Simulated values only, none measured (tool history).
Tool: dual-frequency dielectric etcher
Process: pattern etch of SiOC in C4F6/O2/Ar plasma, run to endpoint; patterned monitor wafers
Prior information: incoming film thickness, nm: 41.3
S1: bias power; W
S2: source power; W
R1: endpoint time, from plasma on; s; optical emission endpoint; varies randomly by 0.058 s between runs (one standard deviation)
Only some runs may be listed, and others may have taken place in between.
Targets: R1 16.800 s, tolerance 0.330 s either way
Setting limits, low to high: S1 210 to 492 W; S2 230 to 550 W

run	hour	S1	S2	R1
1	0.0	351	390	14.914
2	1.3	351	450	14.332
3	8.3	331	440	14.836
4	13.0	317	440	15.126
5	17.8	317	490	14.582
6	23.7	317	460	14.940
7	24.4	317	460	14.951
8	32.4	305	460	15.207
9	35.1	295	460	15.467
10	39.8	287	460	15.651
11	47.2	280	460	15.933
12	48.8	275	460	16.067

Of the 5 settings listed for the next run, only one would bring every result within its allowed miss of target. Which one?
A	50.4	290	430	?
B	50.4	280	490	?
C	50.4	251	440	?
D	50.4	305	460	?
E	50.4	280	520	?

move	R1
A	15.829
B	15.490
C	16.818
D	15.171
E	15.219
A: its largest miss is bigger than the last run's
B: its largest miss is bigger than the last run's
C: every result within its allowed miss
D: its largest miss is bigger than the last run's
E: its largest miss is bigger than the last run's
Move C is the one to make.
